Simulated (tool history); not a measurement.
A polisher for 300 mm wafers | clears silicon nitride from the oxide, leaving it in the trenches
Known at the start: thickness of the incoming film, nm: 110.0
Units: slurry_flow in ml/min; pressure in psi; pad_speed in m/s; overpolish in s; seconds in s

run 1 hour=0.0 | slurry_flow=255 pressure=3.4 pad_speed=0.88 overpolish=29 | seconds=106.61
run 2 hour=3.7 | slurry_flow=255 pressure=3.1 pad_speed=0.84 overpolish=29 | seconds=121.53
run 3 hour=11.0 | slurry_flow=255 pressure=2.8 pad_speed=0.80 overpolish=29 | seconds=143.17
run 4 hour=14.3 | slurry_flow=255 pressure=2.6 pad_speed=0.78 overpolish=29 | seconds=158.17
run 5 hour=23.2 | slurry_flow=255 pressure=2.6 pad_speed=0.68 overpolish=29 | seconds=176.46
run 6 hour=27.7 | slurry_flow=205 pressure=2.6 pad_speed=0.68 overpolish=29 | seconds=179.67
run 7 hour=33.0 | slurry_flow=205 pressure=1.6 pad_speed=0.66 overpolish=29 | seconds=298.29
run 8 hour=38.6 | slurry_flow=215 pressure=1.7 pad_speed=0.66 overpolish=29 | seconds=279.15

Run 9 comes next. What will it give?
run 9 hour=41.0 | slurry_flow=220 pressure=1.7 pad_speed=0.66 overpolish=29 | seconds=?

Run 9 gave seconds 277.06 s.
